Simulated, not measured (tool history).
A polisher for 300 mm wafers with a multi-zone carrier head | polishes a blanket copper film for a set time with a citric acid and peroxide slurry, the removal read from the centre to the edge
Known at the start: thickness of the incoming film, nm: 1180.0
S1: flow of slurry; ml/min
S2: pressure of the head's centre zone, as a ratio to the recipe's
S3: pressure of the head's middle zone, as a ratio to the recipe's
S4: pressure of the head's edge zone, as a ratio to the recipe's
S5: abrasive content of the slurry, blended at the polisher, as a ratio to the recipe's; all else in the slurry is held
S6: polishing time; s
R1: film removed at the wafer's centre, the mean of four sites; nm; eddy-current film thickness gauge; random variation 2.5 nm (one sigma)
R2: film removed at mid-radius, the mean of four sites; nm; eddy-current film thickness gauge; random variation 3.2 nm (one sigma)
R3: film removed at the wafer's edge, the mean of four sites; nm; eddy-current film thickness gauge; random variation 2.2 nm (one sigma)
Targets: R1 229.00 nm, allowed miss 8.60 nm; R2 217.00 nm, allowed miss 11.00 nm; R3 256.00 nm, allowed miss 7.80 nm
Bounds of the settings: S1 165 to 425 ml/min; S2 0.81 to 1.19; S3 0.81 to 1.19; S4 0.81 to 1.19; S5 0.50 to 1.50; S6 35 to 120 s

| run | hour | S1 | S2 | S3 | S4 | S5 | S6 | R1 | R2 | R3 |
|---|---|---|---|---|---|---|---|---|---|---|
| 1 | 0.0 | 275 | 1.00 | 1.00 | 1.00 | 1.00 | 77 | 199.79 | 200.26 | 196.52 |
| 2 | 2.4 | 275 | 0.99 | 0.98 | 1.03 | 1.10 | 78 | 204.77 | 201.11 | 207.47 |
| 3 | 11.1 | 275 | 0.99 | 0.98 | 1.06 | 1.20 | 79 | 214.42 | 213.43 | 216.69 |
| 4 | 20.1 | 275 | 0.98 | 0.96 | 1.08 | 1.25 | 80 | 214.37 | 217.68 | 222.73 |
| 5 | 22.4 | 275 | 0.98 | 0.93 | 1.10 | 1.25 | 81 | 216.53 | 209.11 | 229.33 |
| 6 | 27.0 | 245 | 0.98 | 0.93 | 1.10 | 1.25 | 81 | 217.34 | 207.13 | 225.13 |
| 7 | 35.9 | 260 | 0.98 | 0.92 | 1.12 | 1.30 | 81 | 217.04 | 204.77 | 230.48 |
| 8 | 37.5 | 270 | 0.98 | 0.92 | 1.13 | 1.35 | 81 | 222.08 | 208.27 | 237.33 |
| 9 | 40.4 | 280 | 0.98 | 0.92 | 1.14 | 1.35 | 81 | 224.65 | 214.12 | 235.94 |
| 10 | 42.3 | 280 | 0.97 | 0.91 | 1.15 | 1.40 | 82 | 226.33 | 217.09 | 247.22 |
| 11 | 50.5 | 285 | 0.97 | 0.91 | 1.16 | 1.40 | 82 | 223.09 | 212.73 | 248.02 |
| 12 | 53.6 | 290 | 0.97 | 0.91 | 1.17 | 1.40 | 82 | 232.08 | 213.14 | 247.16 |

Which of these 4 next moves meets every target?
| A | 56.7 | 305 | 1.10 | 0.89 | 1.19 | 1.15 | 81 | ? | ? | ? |
| B | 56.7 | 310 | 1.06 | 0.99 | 1.15 | 1.35 | 78 | ? | ? | ? |
| C | 56.7 | 305 | 1.04 | 0.86 | 1.19 | 1.35 | 85 | ? | ? | ? |
| D | 56.7 | 275 | 0.95 | 0.88 | 1.16 | 1.50 | 84 | ? | ? | ? |

| move | R1 | R2 | R3 |
|---|---|---|---|
| A | 242.95 | 200.19 | 237.10 |
| B | 235.30 | 218.67 | 232.94 |
| C | 251.21 | 212.36 | 258.52 |
| D | 231.12 | 216.81 | 256.21 |
A: further off than the last run
B: further off than the last run
C: brings the result that was furthest off to its target, and leaves another outside
D: meets every target
Answer: D

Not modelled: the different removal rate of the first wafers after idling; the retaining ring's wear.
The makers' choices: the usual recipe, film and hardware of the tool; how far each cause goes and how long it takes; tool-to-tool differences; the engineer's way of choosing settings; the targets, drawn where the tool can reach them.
